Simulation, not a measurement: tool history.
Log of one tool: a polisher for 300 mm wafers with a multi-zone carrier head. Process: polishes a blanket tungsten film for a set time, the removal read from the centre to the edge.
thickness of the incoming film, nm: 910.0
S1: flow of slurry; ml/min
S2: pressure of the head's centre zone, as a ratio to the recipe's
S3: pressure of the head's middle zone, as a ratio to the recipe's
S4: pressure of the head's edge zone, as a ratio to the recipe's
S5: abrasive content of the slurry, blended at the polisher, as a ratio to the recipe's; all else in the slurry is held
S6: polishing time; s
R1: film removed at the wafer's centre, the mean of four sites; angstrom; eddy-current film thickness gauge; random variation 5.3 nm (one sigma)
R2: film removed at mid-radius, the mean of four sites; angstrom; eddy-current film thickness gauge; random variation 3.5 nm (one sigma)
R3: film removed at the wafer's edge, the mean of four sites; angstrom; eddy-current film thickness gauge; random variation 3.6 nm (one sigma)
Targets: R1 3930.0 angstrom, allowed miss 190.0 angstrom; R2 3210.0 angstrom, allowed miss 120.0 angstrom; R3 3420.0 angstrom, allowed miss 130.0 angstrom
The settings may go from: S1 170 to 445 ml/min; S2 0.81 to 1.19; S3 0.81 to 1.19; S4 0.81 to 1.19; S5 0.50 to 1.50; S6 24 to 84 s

run 1 hour=0.0 | S1=285 S2=1.00 S3=1.00 S4=1.00 S5=1.00 S6=54 | R1=2665.4 R2=2762.4 R3=2677.6
run 2 hour=6.7 | S1=290 S2=1.04 S3=0.99 S4=1.02 S5=1.10 S6=55 | R1=2926.2 R2=2795.0 R3=2896.5
run 3 hour=8.8 | S1=320 S2=1.04 S3=0.99 S4=1.02 S5=1.10 S6=55 | R1=2945.8 R2=2900.1 R3=2848.2
run 4 hour=10.2 | S1=325 S2=1.07 S3=0.99 S4=1.03 S5=1.20 S6=55 | R1=3219.7 R2=3008.9 R3=2995.8
run 5 hour=17.2 | S1=325 S2=1.09 S3=0.99 S4=1.05 S5=1.25 S6=55 | R1=3241.0 R2=2959.4 R3=3003.9
run 6 hour=19.7 | S1=330 S2=1.11 S3=0.99 S4=1.06 S5=1.30 S6=56 | R1=3395.1 R2=3079.0 R3=3162.5
run 7 hour=22.9 | S1=335 S2=1.13 S3=0.98 S4=1.06 S5=1.35 S6=56 | R1=3546.7 R2=3063.9 R3=3110.8
run 8 hour=24.4 | S1=340 S2=1.14 S3=0.98 S4=1.08 S5=1.40 S6=56 | R1=3532.4 R2=3141.0 R3=3231.8
run 9 hour=25.6 | S1=345 S2=1.15 S3=0.97 S4=1.08 S5=1.40 S6=56 | R1=3616.1 R2=3101.9 R3=3218.4
run 10 hour=33.6 | S1=350 S2=1.16 S3=0.97 S4=1.09 S5=1.40 S6=56 | R1=3640.1 R2=3127.3 R3=3168.5
run 11 hour=37.0 | S1=345 S2=1.16 S3=0.96 S4=1.09 S5=1.40 S6=57 | R1=3686.4 R2=3067.5 R3=3323.1
run 12 hour=39.0 | S1=350 S2=1.17 S3=0.96 S4=1.09 S5=1.40 S6=57 | R1=3691.6 R2=3119.0 R3=3307.2

Which of these 4 next moves meets every target?
run A hour=41.0 | S1=325 S2=1.07 S3=1.00 S4=1.12 S5=1.30 S6=58 | R1=? R2=? R3=?
run B hour=41.0 | S1=375 S2=1.06 S3=0.93 S4=1.19 S5=1.30 S6=59 | R1=? R2=? R3=?
run C hour=41.0 | S1=280 S2=1.18 S3=0.86 S4=1.11 S5=1.30 S6=61 | R1=? R2=? R3=?
run D hour=41.0 | S1=360 S2=1.19 S3=0.95 S4=1.05 S5=1.05 S6=64 | R1=? R2=? R3=?

move=A R1=3347.4 R2=3184.9 R3=3288.1
move=B R1=3408.4 R2=3078.4 R3=3462.4
move=C R1=3831.0 R2=2919.6 R3=3422.5
move=D R1=3896.8 R2=3190.8 R3=3347.2
A: further off than the last run
B: further off than the last run
C: brings the result that was furthest off to its target, and leaves another outside
D: meets every target
Answer: D
